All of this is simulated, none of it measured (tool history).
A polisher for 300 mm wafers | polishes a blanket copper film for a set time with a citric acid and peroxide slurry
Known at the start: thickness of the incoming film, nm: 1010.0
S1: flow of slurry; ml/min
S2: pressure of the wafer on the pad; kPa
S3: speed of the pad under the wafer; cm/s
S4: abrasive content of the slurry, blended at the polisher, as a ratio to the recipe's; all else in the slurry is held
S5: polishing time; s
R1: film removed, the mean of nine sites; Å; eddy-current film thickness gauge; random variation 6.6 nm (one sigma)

run  hour   S1  S2   S3   S4   S5      R1
  1     0  200  29  112    1  106  3221.3
  2     7  200  29  140    1  106  3994.4
  3    13  200  29  124    1  106  3578.6
  4  21.3  200  29  124    1  106    3605
       30  -- worn pad replaced by a new one
  5    30  200  29  142    1  106  4458.3
  6  37.9  200  29  142  1.1  106  4639.7

The next listed run, before its measurement:
  7  40.2  200  29.6  142  1.1  106   ?

R1: 4592.6 Å

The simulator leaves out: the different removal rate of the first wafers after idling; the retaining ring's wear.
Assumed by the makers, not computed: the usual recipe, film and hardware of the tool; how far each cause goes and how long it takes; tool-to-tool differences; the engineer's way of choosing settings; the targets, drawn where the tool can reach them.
